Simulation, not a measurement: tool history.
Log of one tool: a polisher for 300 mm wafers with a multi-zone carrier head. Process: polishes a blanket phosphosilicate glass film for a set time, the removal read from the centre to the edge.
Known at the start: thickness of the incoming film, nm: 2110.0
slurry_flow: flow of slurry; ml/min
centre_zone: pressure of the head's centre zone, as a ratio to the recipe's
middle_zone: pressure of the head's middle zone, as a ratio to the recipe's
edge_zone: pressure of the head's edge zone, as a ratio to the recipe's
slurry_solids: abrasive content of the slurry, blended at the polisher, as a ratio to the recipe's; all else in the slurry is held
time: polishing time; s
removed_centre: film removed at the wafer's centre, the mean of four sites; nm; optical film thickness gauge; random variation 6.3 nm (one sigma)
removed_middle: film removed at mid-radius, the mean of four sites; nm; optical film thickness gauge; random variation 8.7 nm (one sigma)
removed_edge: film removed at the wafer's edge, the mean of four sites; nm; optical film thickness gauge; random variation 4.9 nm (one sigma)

run  hour  slurry_flow  centre_zone  middle_zone  edge_zone  slurry_solids  time  removed_centre  removed_middle  removed_edge
  1     0          165            1            1          1              1    45          365.42          374.28        354.09
  2   2.2          175         1.02         1.02       1.02            1.1    46          402.97          408.84        388.15
  3   6.9          175         1.02         1.02       0.95            1.1    46          408.93          401.54        383.99
  4  11.5          175         1.02         1.02       0.95            1.2    46          428.55          424.47         387.4
  5  15.1          150         1.02         1.02       0.95            1.2    46          405.46          404.32        375.65
  6  23.7          150         1.02         1.02       0.95            1.4    46          427.97          426.44        401.67

Run 7 comes next. What will it give?
  7  26.8          165         1.04         1.04       0.98            1.4    47               ?               ?             ?

removed_centre: 457.06 nm
removed_middle: 442.89 nm
removed_edge: 427.85 nm
